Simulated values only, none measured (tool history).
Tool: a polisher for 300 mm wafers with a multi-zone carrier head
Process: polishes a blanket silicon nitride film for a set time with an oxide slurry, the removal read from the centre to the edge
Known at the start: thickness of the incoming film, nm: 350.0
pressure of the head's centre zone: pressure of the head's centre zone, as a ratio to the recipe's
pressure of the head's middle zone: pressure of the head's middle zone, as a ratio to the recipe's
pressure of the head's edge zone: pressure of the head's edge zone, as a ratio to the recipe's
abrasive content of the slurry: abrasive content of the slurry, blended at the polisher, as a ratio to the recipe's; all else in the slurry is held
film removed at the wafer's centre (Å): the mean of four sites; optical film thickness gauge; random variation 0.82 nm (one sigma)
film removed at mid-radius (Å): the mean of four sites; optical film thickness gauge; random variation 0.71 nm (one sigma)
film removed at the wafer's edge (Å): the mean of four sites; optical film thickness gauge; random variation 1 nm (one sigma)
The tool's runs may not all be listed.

run  hour  flow of slurry (ml/min)  pressure of the head's centre zone  pressure of the head's middle zone  pressure of the head's edge zone  abrasive content of the slurry  polishing time (s)  film removed at the wafer's centre (Å)  film removed at mid-radius (Å)  film removed at the wafer's edge (Å)
  1   0.0                      270                                1.00                                1.00                              1.00                            1.00                  82                                  487.66                          490.36                                495.26
  2   3.6                      270                                1.01                                1.02                              1.02                            1.10                  83                                  514.72                          522.46                                517.91
  3   9.1                      270                                1.02                                1.02                              1.03                            1.15                  85                                  556.29                          543.11                                545.86
  4  14.8                      315                                1.02                                1.02                              1.03                            1.15                  85                                  549.34                          544.04                                543.83
  5  20.6                      315                                1.02                                1.03                              1.04                            1.20                  87                                  564.21                          567.12                                558.39
  6  28.7                      315                                1.02                                1.03                              1.05                            1.25                  89                                  581.95                          594.09                                599.58
  7  34.9                      315                                1.03                                1.04                              1.05                            1.30                  90                                  610.03                          619.95                                604.52
  8  37.6                      315                                1.04                                1.04                              1.06                            1.35                  91                                  631.84                          630.60                                615.54
  9  39.3                      315                                1.04                                1.04                              1.06                            1.35                  92                                  636.50                          632.65                                613.98
 10  43.1                      315                                1.04                                1.04                              1.07                            1.35                  93                                  652.67                          640.18                                635.26
 11  50.7                      315                                1.04                                1.05                              1.08                            1.35                  94                                  648.82                          654.68                                644.67
 12  53.4                      315                                1.04                                1.05                              1.08                            1.35                  95                                  651.12                          653.82                                663.81
 13  54.6                      315                                1.05                                1.06                              1.08                            1.35                  95                                  663.24                          667.62                                654.25
 14  60.9                      315                                1.05                                1.06                              1.09                            1.35                  95                                  649.47                          667.07                                664.45
 15  62.0                      315                                1.05                                1.06                              1.09                            1.35                  95                                  668.73                          668.01                                650.25
 16  67.1                      315                                1.05                                1.06                              1.09                            1.35                  96                                  684.96                          674.12                                666.41

Run 17 comes next. What will it give?
 17  72.6                      315                                1.05                                1.07                              1.10                            1.35                  96                                       ?                               ?                                     ?

{"run 17": {"film removed at the wafer's centre (Å)": 679.33, "film removed at mid-radius (Å)": 687.48, "film removed at the wafer's edge (Å)": 670.87}}
